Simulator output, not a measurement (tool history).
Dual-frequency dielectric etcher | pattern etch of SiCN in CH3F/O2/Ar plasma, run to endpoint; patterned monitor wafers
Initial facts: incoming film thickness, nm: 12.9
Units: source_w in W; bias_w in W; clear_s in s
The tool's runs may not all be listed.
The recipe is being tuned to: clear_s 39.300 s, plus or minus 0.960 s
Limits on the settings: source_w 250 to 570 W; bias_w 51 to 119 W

run 1 day=0.000 | source_w=410 bias_w=85 | clear_s=32.272
run 2 day=0.033 | source_w=380 bias_w=81 | clear_s=33.597
run 3 day=0.258 | source_w=430 bias_w=81 | clear_s=32.408
run 4 day=0.458 | source_w=430 bias_w=86 | clear_s=31.536
run 5 day=0.575 | source_w=430 bias_w=100 | clear_s=29.672
run 6 day=0.750 | source_w=370 bias_w=100 | clear_s=31.271
run 7 day=0.833 | source_w=340 bias_w=94 | clear_s=33.028
run 8 day=1.050 | source_w=320 bias_w=89 | clear_s=34.349
-- day=1.208 source power generator calibrated
run 9 day=1.208 | source_w=300 bias_w=85 | clear_s=35.649
run 10 day=1.392 | source_w=250 bias_w=71 | clear_s=40.774

Next run, 5 choices. One meets every target within its allowed miss, the rest don't. Which?
run A day=1.575 | source_w=280 bias_w=79 | clear_s=?
run B day=1.575 | source_w=260 bias_w=75 | clear_s=?
run C day=1.575 | source_w=320 bias_w=77 | clear_s=?
run D day=1.575 | source_w=250 bias_w=90 | clear_s=?
run E day=1.575 | source_w=350 bias_w=68 | clear_s=?

move=A clear_s=37.254
move=B clear_s=39.022
move=C clear_s=36.063
move=D clear_s=36.489
move=E clear_s=36.910
A: carries the result that was furthest off beyond its target, to the other side
B: all results land within tolerance of their targets
C: carries the result that was furthest off beyond its target, to the other side
D: carries the result that was furthest off beyond its target, to the other side
E: carries the result that was furthest off beyond its target, to the other side
The right move is B.
